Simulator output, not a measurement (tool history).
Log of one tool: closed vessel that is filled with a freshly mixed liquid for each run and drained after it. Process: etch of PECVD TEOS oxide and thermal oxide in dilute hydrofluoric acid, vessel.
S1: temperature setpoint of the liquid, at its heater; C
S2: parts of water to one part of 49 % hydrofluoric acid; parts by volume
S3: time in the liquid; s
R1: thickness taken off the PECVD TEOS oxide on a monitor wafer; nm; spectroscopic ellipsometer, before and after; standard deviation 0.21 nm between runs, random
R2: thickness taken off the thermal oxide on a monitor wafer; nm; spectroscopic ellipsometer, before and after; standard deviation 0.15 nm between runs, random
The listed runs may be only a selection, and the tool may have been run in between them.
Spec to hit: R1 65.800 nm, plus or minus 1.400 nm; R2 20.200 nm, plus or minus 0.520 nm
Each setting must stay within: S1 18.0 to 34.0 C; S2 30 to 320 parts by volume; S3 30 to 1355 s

run    day    S1   S2   S3      R1      R2
  1  0.000  26.0  175  690  57.769  17.593
  2  0.175  26.0  235  690  40.299  12.326
  3  0.354  28.5  225  690  46.521  14.337
  4  0.667  30.0  215  690  51.532  15.743
  5  0.871  31.0  210  690  55.074  16.779
  6  0.942  32.0  205  690  58.730  17.737
  7  1.262  32.5  200  690  61.543  18.739
  8  1.317  33.0  200  690  62.919  19.598

Which of these 5 next moves meets every target?
  A  1.371  34.0  110  320   ?   ?
  B  1.371  34.0  190  620   ?   ?
  C  1.371  23.0  180  850   ?   ?
  D  1.371  32.0  195  720   ?   ?
  E  1.371  30.5  190  710   ?   ?

move      R1      R2
   A  62.257  19.225
   B  62.272  19.230
   C  61.688  19.050
   D  65.447  20.210
   E  63.318  19.553
A: lands further from the targets than the last run did
B: lands further from the targets than the last run did
C: lands further from the targets than the last run did
D: all results in spec
E: closer than the last run, but not yet in spec
Correct choice: D, which meets every target
